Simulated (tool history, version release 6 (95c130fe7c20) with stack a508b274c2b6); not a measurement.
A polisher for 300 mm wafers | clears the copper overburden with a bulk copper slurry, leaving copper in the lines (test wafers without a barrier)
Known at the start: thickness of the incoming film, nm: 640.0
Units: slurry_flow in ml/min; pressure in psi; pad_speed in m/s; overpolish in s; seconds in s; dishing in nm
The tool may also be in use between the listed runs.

run,day,slurry_flow,pressure,pad_speed,slurry_solids,overpolish,seconds,dishing
1,0.000,270,2.9,1.02,1.0,9,56.936,55.963
2,0.362,270,2.5,0.92,1.0,8,72.458,43.814
3,0.712,270,2.5,0.92,1.0,12,72.201,55.276
4,0.950,270,2.5,0.72,1.0,12,86.571,50.460
5,1.017,295,2.5,0.72,1.0,12,88.691,48.267
6,1.188,300,2.2,0.72,1.0,10,98.988,39.951
7,1.496,300,2.0,0.72,1.0,8,107.650,31.025
8,1.746,300,1.8,0.72,1.0,8,117.660,28.376
9,1.862,300,1.7,0.72,1.0,8,126.760,26.600
10,2.150,300,1.6,0.72,1.0,8,133.750,25.613

The next listed run, before its measurement:
11,2.396,300,1.6,0.72,1.0,8,?,?

{"run 11": {"seconds": 132.24, "dishing": 25.154}}

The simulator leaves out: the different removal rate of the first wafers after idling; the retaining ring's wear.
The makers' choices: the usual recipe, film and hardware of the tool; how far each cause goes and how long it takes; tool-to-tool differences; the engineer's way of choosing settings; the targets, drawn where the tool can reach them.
